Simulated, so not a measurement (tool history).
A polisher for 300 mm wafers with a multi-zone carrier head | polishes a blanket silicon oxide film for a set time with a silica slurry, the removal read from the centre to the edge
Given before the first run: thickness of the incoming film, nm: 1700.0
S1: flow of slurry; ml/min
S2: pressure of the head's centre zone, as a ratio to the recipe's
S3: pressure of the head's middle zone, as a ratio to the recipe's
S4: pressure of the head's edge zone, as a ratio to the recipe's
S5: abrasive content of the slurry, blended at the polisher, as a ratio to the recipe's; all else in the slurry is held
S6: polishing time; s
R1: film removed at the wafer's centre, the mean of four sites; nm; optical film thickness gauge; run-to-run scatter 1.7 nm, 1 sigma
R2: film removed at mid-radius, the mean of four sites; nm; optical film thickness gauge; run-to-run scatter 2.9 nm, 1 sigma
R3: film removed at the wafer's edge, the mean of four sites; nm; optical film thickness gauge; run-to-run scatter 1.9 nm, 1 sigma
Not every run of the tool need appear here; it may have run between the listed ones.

run	day	S1	S2	S3	S4	S5	S6	R1	R2	R3
1	0	240	1	1	1	1	86	306.52	302.4	311.68
2	0.146	240	1	1	1	1.2	86	331.39	324.12	330.26
3	0.342	240	0.93	1	1	1.2	86	303.95	322.23	326.87
4	0.525	250	0.97	1	0.96	1.05	83	294.53	301.23	296.08
5	0.646	250	0.97	1	0.99	1.05	83	292.05	302.04	302.53
6	0.954	205	0.97	1	0.99	1.05	83	283.64	290.34	294.69
7	1.104	205	0.99	0.99	0.95	0.95	82	276.17	271.66	279.93

Forecast run 8:
8	1.433	220	1.01	1	0.92	0.85	80	?	?	?

R1: 268.2 nm
R2: 259.4 nm
R3: 257.21 nm
